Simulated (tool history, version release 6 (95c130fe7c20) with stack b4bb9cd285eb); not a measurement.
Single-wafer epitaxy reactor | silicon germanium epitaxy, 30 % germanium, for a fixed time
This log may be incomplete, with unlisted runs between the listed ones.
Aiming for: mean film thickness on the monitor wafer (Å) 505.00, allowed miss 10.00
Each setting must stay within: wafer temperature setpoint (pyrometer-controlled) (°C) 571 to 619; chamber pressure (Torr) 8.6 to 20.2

| run | hour | wafer temperature setpoint (pyrometer-controlled) (°C) | chamber pressure (Torr) | mean film thickness on the monitor wafer (Å) |
|---|---|---|---|---|
| 1 | 0.0 | 595 | 14.4 | 446.83 |
| 2 | 3.3 | 595 | 12.7 | 409.64 |
| 3 | 5.3 | 597 | 12.7 | 429.92 |
| 4 | 14.1 | 597 | 13.7 | 446.65 |
| 5 | 21.4 | 598 | 13.7 | 455.86 |
| 6 | 22.2 | 599 | 13.7 | 461.30 |
| 7 | 27.4 | 600 | 13.7 | 465.75 |
| 8 | 34.4 | 601 | 13.7 | 480.12 |
| 9 | 40.9 | 602 | 13.7 | 485.75 |
| 10 | 45.7 | 603 | 13.7 | 494.93 |

5 candidate next runs follow, results not yet known. Just one meets every target within its allowed miss. Identify it.
| A | 50.5 | 603 | 13.4 | ? |
| B | 50.5 | 597 | 15.6 | ? |
| C | 50.5 | 601 | 13.9 | ? |
| D | 50.5 | 603 | 13.0 | ? |
| E | 50.5 | 605 | 13.6 | ? |

| move | mean film thickness on the monitor wafer (Å) |
|---|---|
| A | 487.75 |
| B | 483.71 |
| C | 482.78 |
| D | 478.87 |
| E | 508.06 |
A: moves away from the targets compared with the last run
B: moves away from the targets compared with the last run
C: moves away from the targets compared with the last run
D: moves away from the targets compared with the last run
E: every result lands within tolerance
The right move is E.

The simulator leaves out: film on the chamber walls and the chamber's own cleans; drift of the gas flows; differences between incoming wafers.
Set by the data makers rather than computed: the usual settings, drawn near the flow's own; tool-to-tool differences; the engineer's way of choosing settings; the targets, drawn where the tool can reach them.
